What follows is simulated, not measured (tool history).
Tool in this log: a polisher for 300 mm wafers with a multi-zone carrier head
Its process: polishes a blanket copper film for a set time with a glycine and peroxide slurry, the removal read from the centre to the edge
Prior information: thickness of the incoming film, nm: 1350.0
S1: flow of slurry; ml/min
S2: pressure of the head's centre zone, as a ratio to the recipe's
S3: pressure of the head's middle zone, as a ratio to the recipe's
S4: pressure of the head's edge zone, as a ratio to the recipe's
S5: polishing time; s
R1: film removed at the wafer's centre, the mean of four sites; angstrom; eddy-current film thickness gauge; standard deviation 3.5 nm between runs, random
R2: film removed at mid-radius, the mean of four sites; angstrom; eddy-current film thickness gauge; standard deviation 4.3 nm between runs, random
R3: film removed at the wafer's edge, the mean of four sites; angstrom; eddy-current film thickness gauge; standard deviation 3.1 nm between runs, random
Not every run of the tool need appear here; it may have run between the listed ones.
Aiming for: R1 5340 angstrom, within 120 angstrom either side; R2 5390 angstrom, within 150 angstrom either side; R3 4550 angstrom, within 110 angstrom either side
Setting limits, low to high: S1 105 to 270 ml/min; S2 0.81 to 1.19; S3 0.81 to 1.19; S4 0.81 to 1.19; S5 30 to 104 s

run  hour   S1    S2    S3    S4  S5      R1      R2      R3
  1     0  175     1     1     1  67  3346.2  3311.4  3371.6
  2   1.2  185  1.02  1.03     1  69  3558.7  3564.6  3463.2
  3   9.8  145  1.02  1.03     1  69  3383.6  3394.1  3370.5
  4  10.4  145  1.02  1.03  1.04  69    3391  3408.8  3432.2
  5  18.9  120  1.02  1.03  1.04  69  3292.2  3335.5  3382.7
  6    22  135  1.04  1.05  1.05  71  3491.4  3542.1  3568.7
  7  30.4  150  1.06  1.07  1.04  73  3726.2  3755.1  3655.6
  8  37.3  165  1.07  1.09  1.04  75  3891.8  3911.5  3774.1
  9  43.8  165  1.07  1.09  1.04  75    3915  3996.8  3768.2

Of the 5 settings listed for the next run, only one would bring every result within its allowed miss of target. Which one?
  A  50.3  220  1.19  1.06  1.02   86   ?   ?   ?
  B  50.3  165  1.12  1.18  0.89   97   ?   ?   ?
  C  50.3  170  1.17  1.15  0.96   98   ?   ?   ?
  D  50.3  125  1.09  1.11  0.99  101   ?   ?   ?
  E  50.3  185  1.06  1.01  1.11   88   ?   ?   ?

move      R1      R2      R3
   A  5193.4  4647.7  4384.5
   B    5276  5416.7  4497.9
   C  5597.3    5400  4723.9
   D    5068  5163.2  4762.5
   E    4610  4506.4    4603
A: nearer than the last run, and not there yet
B: all results in spec
C: takes the biggest miss from the last run beyond its target
D: nearer than the last run, and not there yet
E: nearer than the last run, and not there yet
Move B is the one to make.
